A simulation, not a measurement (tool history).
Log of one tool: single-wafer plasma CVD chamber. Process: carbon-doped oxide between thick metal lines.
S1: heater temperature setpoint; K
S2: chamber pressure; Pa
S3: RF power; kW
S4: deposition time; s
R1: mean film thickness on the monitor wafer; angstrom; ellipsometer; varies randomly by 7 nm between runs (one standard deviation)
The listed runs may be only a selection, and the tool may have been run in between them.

run 1 hour=0.0 | S1=598.15 S2=733 S3=0.645 S4=216 | R1=13122
run 2 hour=8.2 | S1=600.15 S2=712 S3=0.640 S4=216 | R1=13009
run 3 hour=12.1 | S1=601.15 S2=696 S3=0.630 S4=216 | R1=12692
run 4 hour=20.1 | S1=601.15 S2=789 S3=0.630 S4=216 | R1=12977
run 5 hour=24.0 | S1=601.15 S2=789 S3=0.630 S4=216 | R1=13056
run 6 hour=31.1 | S1=593.15 S2=789 S3=0.630 S4=216 | R1=13427
run 7 hour=34.4 | S1=596.15 S2=765 S3=0.625 S4=216 | R1=13210

Estimate the outcome of run 8 from the log above:
run 8 hour=42.0 | S1=599.15 S2=749 S3=0.620 S4=216 | R1=?

{"run 8": {"R1": 12990}}
